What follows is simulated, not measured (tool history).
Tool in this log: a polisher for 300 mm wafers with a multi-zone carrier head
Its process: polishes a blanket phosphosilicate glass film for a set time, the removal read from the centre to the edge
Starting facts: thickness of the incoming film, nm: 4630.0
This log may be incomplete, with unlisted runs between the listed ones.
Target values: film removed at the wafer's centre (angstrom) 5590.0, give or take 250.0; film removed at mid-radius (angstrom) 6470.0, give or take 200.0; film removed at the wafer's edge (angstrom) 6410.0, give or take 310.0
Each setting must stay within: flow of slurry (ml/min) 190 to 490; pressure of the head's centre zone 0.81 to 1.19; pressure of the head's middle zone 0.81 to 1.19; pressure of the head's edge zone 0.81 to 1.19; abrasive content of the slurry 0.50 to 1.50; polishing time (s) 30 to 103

run,hour,flow of slurry (ml/min),pressure of the head's centre zone,pressure of the head's middle zone,pressure of the head's edge zone,abrasive content of the slurry,polishing time (s),film removed at the wafer's centre (angstrom),film removed at mid-radius (angstrom),film removed at the wafer's edge (angstrom)
1,0.0,315,1.00,1.00,1.00,1.00,66,7089.2,7000.2,7474.9
2,4.0,360,1.00,1.00,1.00,1.00,66,7198.4,7106.0,7528.6
3,6.2,360,1.00,1.00,1.00,1.00,78,8322.9,8431.5,8689.2
4,11.1,360,1.00,1.00,1.00,1.15,78,9117.3,9110.3,9443.2
5,15.2,360,1.00,1.05,1.00,1.15,78,9501.3,9434.7,9496.7
6,22.6,420,1.00,1.05,1.00,1.15,78,9311.2,9640.6,9313.6
7,25.3,440,0.97,1.01,0.97,0.95,77,8039.9,8170.8,8481.1
8,33.4,440,0.94,1.05,0.96,0.80,75,6859.6,7148.1,7021.2
9,34.1,435,0.89,1.05,0.96,0.80,75,6304.9,7195.7,7064.4
10,36.7,405,0.84,0.98,0.86,0.65,75,4932.9,5654.0,5733.4
11,41.0,405,0.85,1.01,0.90,0.65,75,4835.4,5702.2,5563.4
12,41.8,410,0.85,0.99,0.89,0.90,76,6628.6,7582.3,7538.4
13,42.8,355,0.85,0.98,0.87,0.90,76,6511.2,7471.5,7320.9
14,45.2,350,0.84,0.97,0.86,0.85,76,6219.1,7021.9,7152.6
15,53.2,350,0.84,0.98,0.85,0.80,76,5774.3,6933.8,6526.1

Which of these 4 next moves meets every target?
A,61.2,370,0.83,1.08,0.86,0.80,78,?,?,?
B,61.2,270,0.87,1.02,0.93,0.90,65,?,?,?
C,61.2,350,0.87,0.89,0.87,0.85,75,?,?,?
D,61.2,365,0.88,0.94,0.81,0.95,67,?,?,?

move,film removed at the wafer's centre (angstrom),film removed at mid-radius (angstrom),film removed at the wafer's edge (angstrom)
A,6081.7,7762.0,6896.0
B,5648.3,6588.5,6392.7
C,6395.7,6704.9,6986.3
D,6280.0,6782.5,6556.7
A: moves away from the targets compared with the last run
B: every result lands within tolerance
C: moves away from the targets compared with the last run
D: moves away from the targets compared with the last run
The right move is B.
